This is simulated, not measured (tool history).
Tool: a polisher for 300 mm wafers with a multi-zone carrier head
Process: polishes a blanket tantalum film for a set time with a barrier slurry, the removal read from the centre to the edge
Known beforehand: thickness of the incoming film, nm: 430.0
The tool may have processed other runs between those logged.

run	hour	flow of slurry (ml/min)	pressure of the head's centre zone	pressure of the head's middle zone	pressure of the head's edge zone	abrasive content of the slurry	polishing time (s)	film removed at the wafer's centre (angstrom)	film removed at mid-radius (angstrom)	film removed at the wafer's edge (angstrom)
1	0.0	220	1.00	1.00	1.00	1.00	45	815.03	720.11	744.71
2	2.9	245	1.00	1.00	1.00	1.00	45	840.72	720.63	756.07
3	10.7	245	1.05	1.00	1.00	1.00	45	873.41	727.40	760.02
4	19.1	245	1.05	1.00	0.93	1.00	45	885.47	735.04	725.45
5	23.1	225	0.98	0.95	0.92	0.85	40	673.85	595.64	610.47
6	31.0	215	0.96	0.91	0.91	0.75	37	606.55	512.72	543.80
7	33.4	200	0.92	0.88	0.89	0.65	36	523.41	465.50	502.95
8	41.7	190	0.91	0.86	0.87	0.60	35	491.08	424.42	464.21
9	48.0	175	0.89	0.85	0.86	0.60	35	481.20	419.83	460.20
10	52.0	165	0.87	0.84	0.85	0.60	35	455.82	404.16	444.45

Run 11 has not been measured yet. What should we expect?
11	54.0	155	0.86	0.83	0.85	0.60	35	?	?	?

Run 11 measured film removed at the wafer's centre (angstrom) 447.04, film removed at mid-radius (angstrom) 393.37, film removed at the wafer's edge (angstrom) 445.25.
